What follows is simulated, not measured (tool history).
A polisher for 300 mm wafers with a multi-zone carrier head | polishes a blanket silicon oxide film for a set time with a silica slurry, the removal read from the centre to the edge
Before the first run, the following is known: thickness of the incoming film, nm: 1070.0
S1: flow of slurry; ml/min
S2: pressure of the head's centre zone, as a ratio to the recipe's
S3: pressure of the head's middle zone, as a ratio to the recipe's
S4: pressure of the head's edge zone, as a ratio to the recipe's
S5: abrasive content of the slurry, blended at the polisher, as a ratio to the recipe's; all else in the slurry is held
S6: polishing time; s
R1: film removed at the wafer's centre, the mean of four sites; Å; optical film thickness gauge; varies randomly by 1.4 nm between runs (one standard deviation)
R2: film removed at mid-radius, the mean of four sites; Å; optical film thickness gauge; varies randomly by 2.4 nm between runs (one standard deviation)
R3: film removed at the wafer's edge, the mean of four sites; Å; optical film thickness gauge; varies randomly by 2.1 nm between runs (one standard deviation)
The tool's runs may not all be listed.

run	day	S1	S2	S3	S4	S5	S6	R1	R2	R3
1	0.000	265	1.00	1.00	1.00	1.00	65	2603.5	2551.8	2497.4
2	0.371	265	0.96	1.00	1.00	1.00	65	2493.7	2501.5	2512.8
3	0.629	305	0.96	1.00	1.00	1.00	65	2481.6	2598.8	2545.9
4	0.667	300	0.95	0.99	0.99	0.95	65	2485.4	2490.4	2412.0
5	0.992	295	0.93	0.99	1.01	0.90	64	2305.0	2405.4	2369.5
6	1.204	295	0.93	0.99	1.06	0.90	64	2319.2	2383.4	2429.6
7	1.367	290	0.91	0.98	1.06	0.85	64	2165.1	2298.8	2408.6
8	1.517	290	0.91	0.98	1.06	0.85	64	2240.1	2303.7	2418.6
9	1.867	290	0.90	0.97	1.05	0.80	63	2101.2	2198.6	2280.8
10	1.962	285	0.89	0.95	1.03	0.75	63	2010.7	2075.1	2213.3

Run 11 has not been measured yet. What should we expect?
11	2.308	285	0.88	0.94	1.01	0.70	63	?	?	?

Run 11 came out at R1 1918.7 Å, R2 2018.7 Å, R3 2194.7 Å.

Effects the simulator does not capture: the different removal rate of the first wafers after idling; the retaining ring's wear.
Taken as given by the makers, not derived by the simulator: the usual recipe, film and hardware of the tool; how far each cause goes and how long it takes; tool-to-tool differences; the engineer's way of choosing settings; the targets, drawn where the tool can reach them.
